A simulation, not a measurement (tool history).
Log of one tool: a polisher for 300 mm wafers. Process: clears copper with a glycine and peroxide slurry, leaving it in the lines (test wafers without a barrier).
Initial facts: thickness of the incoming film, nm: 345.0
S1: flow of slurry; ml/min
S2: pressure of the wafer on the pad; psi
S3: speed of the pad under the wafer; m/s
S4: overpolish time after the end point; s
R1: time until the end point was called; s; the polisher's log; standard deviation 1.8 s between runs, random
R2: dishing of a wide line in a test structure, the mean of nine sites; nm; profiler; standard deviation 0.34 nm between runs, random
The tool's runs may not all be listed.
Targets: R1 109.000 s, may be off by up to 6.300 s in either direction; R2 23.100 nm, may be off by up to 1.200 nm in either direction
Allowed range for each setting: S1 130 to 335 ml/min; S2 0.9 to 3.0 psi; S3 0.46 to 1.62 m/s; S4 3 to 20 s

Run 1, hour 0.0: S1 215 ml/min, S2 1.9 psi, S3 1.04 m/s, S4 10 s. Result: R1 83.456 s, R2 24.692 nm.
Run 2, hour 0.7: S1 215 ml/min, S2 1.8 psi, S3 1.04 m/s, S4 10 s. Result: R1 87.276 s, R2 23.789 nm.
Run 3, hour 8.6: S1 215 ml/min, S2 2.1 psi, S3 1.04 m/s, S4 10 s. Result: R1 80.573 s, R2 25.981 nm.
Run 4, hour 9.7: S1 215 ml/min, S2 2.0 psi, S3 1.02 m/s, S4 10 s. Result: R1 81.259 s, R2 25.458 nm.
Run 5, hour 12.9: S1 215 ml/min, S2 2.0 psi, S3 1.02 m/s, S4 14 s. Result: R1 80.555 s, R2 33.901 nm.
Run 6, hour 17.8: S1 245 ml/min, S2 2.0 psi, S3 1.02 m/s, S4 14 s. Result: R1 82.173 s, R2 32.990 nm.
Run 7, hour 18.6: S1 245 ml/min, S2 1.9 psi, S3 1.02 m/s, S4 14 s. Result: R1 86.188 s, R2 31.974 nm.
Run 8, hour 23.9: S1 245 ml/min, S2 1.8 psi, S3 1.02 m/s, S4 14 s. Result: R1 86.503 s, R2 32.253 nm.
Run 9, hour 27.8: S1 245 ml/min, S2 1.2 psi, S3 0.96 m/s, S4 12 s. Result: R1 114.890 s, R2 20.975 nm.

Which one of the following 4 next-run settings gets every result inside its allowed miss? There is exactly one.
Run A, hour 31.7: S1 230 ml/min, S2 1.2 psi, S3 1.08 m/s, S4 12 s. Result: R1 ?, R2 ?.
Run B, hour 31.7: S1 275 ml/min, S2 1.5 psi, S3 1.06 m/s, S4 9 s. Result: R1 ?, R2 ?.
Run C, hour 31.7: S1 235 ml/min, S2 1.1 psi, S3 0.92 m/s, S4 14 s. Result: R1 ?, R2 ?.
Run D, hour 31.7: S1 285 ml/min, S2 1.4 psi, S3 1.14 m/s, S4 12 s. Result: R1 ?, R2 ?.

move       R1      R2
   A  105.530  23.122
   B   92.307  20.240
   C  122.930  23.190
   D   90.895  26.492
A: all results land within tolerance of their targets
B: misses by more than the last run did
C: the furthest-off result lands on target, but another misses its tolerance
D: takes the biggest miss from the last run beyond its target
The move that meets every target is A.
